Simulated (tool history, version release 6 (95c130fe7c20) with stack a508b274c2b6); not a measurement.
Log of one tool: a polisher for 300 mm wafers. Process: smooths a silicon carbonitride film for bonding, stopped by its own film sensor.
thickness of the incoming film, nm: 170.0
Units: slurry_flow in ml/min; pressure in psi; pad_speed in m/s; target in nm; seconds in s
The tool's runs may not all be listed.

| run | day | slurry_flow | pressure | pad_speed | slurry_solids | target | seconds |
|---|---|---|---|---|---|---|---|
| 1 | 0 | 135 | 1.9 | 1.02 | 1 | 135 | 154.97 |
| 2 | 0.375 | 135 | 1.9 | 0.82 | 1 | 135 | 183.74 |
| 3 | 0.65 | 135 | 1.8 | 0.82 | 1 | 135 | 195.7 |
| 4 | 0.992 | 135 | 1.7 | 0.82 | 1 | 135 | 203.97 |
| 5 | 1.192 | 160 | 1.7 | 0.82 | 1 | 135 | 195.55 |
| 6 | 1.217 | 155 | 1.6 | 0.82 | 1 | 135 | 208.7 |

Run 7 comes next. What will it give?
| 7 | 1.267 | 155 | 1.5 | 0.82 | 1 | 135 | ? |

Run 7 gave seconds 212.16 s.
